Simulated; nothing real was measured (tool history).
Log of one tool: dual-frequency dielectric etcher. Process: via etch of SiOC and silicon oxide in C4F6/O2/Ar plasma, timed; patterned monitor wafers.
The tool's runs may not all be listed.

run	hour	source power (kW)	bias power (kW)	etch time (s)	mean etch depth across the wafer (Å)
1	0	0.25	0.149	60	494.72
2	2.1	0.23	0.14	59.5	463.19
3	10.8	0.21	0.137	59.5	445.01
4	16.7	0.2	0.135	59.5	435.79
5	23.3	0.2	0.135	60	440.99
6	31.2	0.19	0.132	60	426.77

What does the tool deliver on the next run?
7	35.2	0.18	0.131	60	?

Run 7 measured mean etch depth across the wafer (Å) 420.87.
